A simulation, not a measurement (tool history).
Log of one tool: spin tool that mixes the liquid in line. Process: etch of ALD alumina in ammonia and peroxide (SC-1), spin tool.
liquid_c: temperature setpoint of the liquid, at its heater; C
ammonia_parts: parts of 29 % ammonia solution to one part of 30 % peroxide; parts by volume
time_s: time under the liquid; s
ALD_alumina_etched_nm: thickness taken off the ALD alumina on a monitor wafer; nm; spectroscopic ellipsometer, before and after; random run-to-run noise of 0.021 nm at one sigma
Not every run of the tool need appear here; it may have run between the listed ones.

run  hour  liquid_c  ammonia_parts  time_s  ALD_alumina_etched_nm
  1     0        50           0.65     265                 11.526
  2   7.8        50           0.65     285                 12.255
  3   9.9        50           0.55     285                  12.09
  4  11.2        55           0.55     285                 15.938
  5  12.2      50.5            0.5     285                 12.436
  6  18.4      50.5            0.5     285                 12.337
  7  20.6      47.5           0.45     285                 10.357
  8  24.6        45            0.4     285                 8.9142
  9  27.4        43           0.35     285                 7.8944
 10    34      41.5            0.3     285                 7.1282
 11    40      40.5            0.3     285                 6.7523

The next listed run, before its measurement:
 12  46.5        40            0.3     285                      ?

Run 12 measured ALD_alumina_etched_nm 6.5327 nm.

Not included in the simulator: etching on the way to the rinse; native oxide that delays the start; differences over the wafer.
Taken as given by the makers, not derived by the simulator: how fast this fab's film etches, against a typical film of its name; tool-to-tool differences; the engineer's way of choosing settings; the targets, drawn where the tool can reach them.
